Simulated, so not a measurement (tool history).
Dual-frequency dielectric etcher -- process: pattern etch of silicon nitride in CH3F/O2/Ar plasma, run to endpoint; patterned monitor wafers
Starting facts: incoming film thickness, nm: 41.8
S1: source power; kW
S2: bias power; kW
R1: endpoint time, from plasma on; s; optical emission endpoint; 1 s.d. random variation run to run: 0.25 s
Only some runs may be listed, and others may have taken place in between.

| run | day | S1 | S2 | R1 |
|---|---|---|---|---|
| 1 | 0 | 0.47 | 0.071 | 55.737 |
| 2 | 0.288 | 0.42 | 0.066 | 59.632 |
| 3 | 0.521 | 0.38 | 0.063 | 63.786 |
| 4 | 0.679 | 0.36 | 0.062 | 64.976 |
| 5 | 0.862 | 0.36 | 0.069 | 61.741 |
| 6 | 1.133 | 0.36 | 0.08 | 58.365 |
| 7 | 1.167 | 0.34 | 0.074 | 61.912 |
| 8 | 1.275 | 0.32 | 0.07 | 64.312 |

For run 9, what comes out?
| 9 | 1.588 | 0.31 | 0.067 | ? |

{"run 9": {"R1": 66.025}}
